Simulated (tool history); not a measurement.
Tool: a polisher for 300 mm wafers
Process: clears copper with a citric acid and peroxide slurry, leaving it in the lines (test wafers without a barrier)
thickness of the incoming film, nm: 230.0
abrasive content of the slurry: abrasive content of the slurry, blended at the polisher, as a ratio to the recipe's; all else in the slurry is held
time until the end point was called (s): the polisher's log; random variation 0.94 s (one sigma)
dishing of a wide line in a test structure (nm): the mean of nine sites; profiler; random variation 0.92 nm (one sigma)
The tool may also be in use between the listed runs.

| run | hour | flow of slurry (ml/min) | pressure of the wafer on the pad (kPa) | speed of the pad under the wafer (m/s) | abrasive content of the slurry | overpolish time after the end point (s) | time until the end point was called (s) | dishing of a wide line in a test structure (nm) |
|---|---|---|---|---|---|---|---|---|
| 1 | 0 | 145 | 27.6 | 0.88 | 1 | 21 | 82.746 | 37.42 |
| 2 | 6.7 | 145 | 31 | 0.88 | 1 | 21 | 76.461 | 39.785 |
| 3 | 10.8 | 145 | 33.8 | 0.9 | 1 | 21 | 70.761 | 44.384 |
| 4 | 18.4 | 145 | 29 | 0.9 | 1 | 21 | 75.93 | 38.707 |
| 5 | 24.8 | 145 | 33.8 | 0.9 | 1 | 21 | 67.375 | 43.702 |
| 6 | 32.5 | 165 | 33.8 | 0.9 | 1 | 21 | 68.025 | 44.052 |
| 7 | 35.2 | 165 | 41.4 | 0.92 | 1 | 21 | 55.962 | 51.337 |
| 8 | 38.8 | 165 | 41.4 | 0.94 | 1 | 21 | 54.947 | 52.887 |

Run 9 comes next. What will it give?
| 9 | 44.3 | 165 | 41.4 | 0.94 | 1 | 21 | ? | ? |

time until the end point was called (s): 56.813
dishing of a wide line in a test structure (nm): 52.199
